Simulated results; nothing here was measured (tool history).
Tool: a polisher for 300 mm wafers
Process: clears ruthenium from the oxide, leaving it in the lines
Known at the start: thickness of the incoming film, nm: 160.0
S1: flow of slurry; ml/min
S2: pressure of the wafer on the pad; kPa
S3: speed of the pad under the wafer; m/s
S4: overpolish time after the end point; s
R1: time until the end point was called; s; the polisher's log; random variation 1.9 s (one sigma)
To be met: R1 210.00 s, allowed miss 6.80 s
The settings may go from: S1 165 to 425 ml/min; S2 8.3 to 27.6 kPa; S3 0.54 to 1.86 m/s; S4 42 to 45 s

run,day,S1,S2,S3,S4,R1
1,0.000,275,17.9,1.18,42,105.38
2,0.125,275,15.2,1.12,42,129.84
3,0.504,275,15.2,1.12,45,129.73
4,0.725,245,15.2,1.12,45,130.93
5,0.804,245,13.1,1.08,45,157.38
6,1.100,240,11.7,1.08,45,174.34
7,1.158,235,11.0,1.08,45,186.36
8,1.288,230,10.3,1.08,45,198.38
9,1.662,220,10.3,1.08,45,201.29
10,1.775,210,10.3,1.08,45,199.89

Which of these 5 next moves meets every target?
A,1.888,205,9.7,1.02,44,?
B,1.888,250,8.3,1.14,45,?
C,1.888,195,10.3,0.94,42,?
D,1.888,275,9.0,1.26,44,?
E,1.888,240,13.1,0.80,45,?

move,R1
A,229.19
B,229.15
C,234.84
D,189.95
E,209.85
A: takes the result that was furthest off past its target
B: takes the result that was furthest off past its target
C: takes the result that was furthest off past its target
D: further off than the last run
E: meets every target
The right move is E.

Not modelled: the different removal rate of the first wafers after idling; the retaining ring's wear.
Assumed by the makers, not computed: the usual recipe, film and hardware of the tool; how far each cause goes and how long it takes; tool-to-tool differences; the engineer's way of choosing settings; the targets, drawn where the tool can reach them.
